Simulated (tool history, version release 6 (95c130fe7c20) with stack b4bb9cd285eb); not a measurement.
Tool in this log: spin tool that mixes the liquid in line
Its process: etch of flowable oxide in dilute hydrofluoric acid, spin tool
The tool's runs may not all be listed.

run  hour  temperature setpoint of the liquid (K)  parts of water to one part of 49 % hydrofluoric acid (parts by volume)  time under the liquid (s)  thickness taken off the flowable oxide on a monitor wafer (Å)
  1     0                                  298.15                                                                     140                         55                                                         202.11
  2   1.3                                  298.15                                                                     165                         55                                                         167.78
  3   6.7                                  298.15                                                                     165                         60                                                         184.21
  4   9.4                                  294.65                                                                     165                         60                                                         159.13
  5  11.8                                  294.65                                                                     165                         55                                                         145.34
  6  20.8                                  296.15                                                                     160                         55                                                         160.65
  7  21.8                                  297.15                                                                     155                         55                                                         171.65

Run 8 comes next. What will it give?
  8  27.5                                  297.15                                                                     155                         55                                                              ?

Run 8 yielded thickness taken off the flowable oxide on a monitor wafer (Å) 173.2.
